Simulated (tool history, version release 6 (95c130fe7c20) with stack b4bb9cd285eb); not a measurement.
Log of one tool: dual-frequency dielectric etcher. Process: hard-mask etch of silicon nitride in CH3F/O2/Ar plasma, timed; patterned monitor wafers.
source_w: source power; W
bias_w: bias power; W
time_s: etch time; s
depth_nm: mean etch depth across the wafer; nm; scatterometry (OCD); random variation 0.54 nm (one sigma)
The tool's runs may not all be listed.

run  hour  source_w  bias_w  time_s  depth_nm
  1     0       330      59     248    152.42
  2   0.6       330      69     248    162.24
  3   5.3       380      69     248    169.09
  4   5.8       360      67     248    164.57
  5    12       340      66     248    160.87
  6  15.2       340      66     248    161.62
  7  21.9       320      64     248    155.59
  8  25.5       300      63     248    152.73
  9  31.5       290      62     248    150.15
 10  38.5       290      62     248    149.28
 11    40       280      62     248    150.01
 12  44.4       270      61     248    146.05
 13  47.6       260      61     248    144.51
 14  49.5       250      61     248    143.02
 15  58.4       240      61     248    140.97

The next listed run, before its measurement:
 16  61.8       230      61     248         ?

depth_nm: 140.09 nm
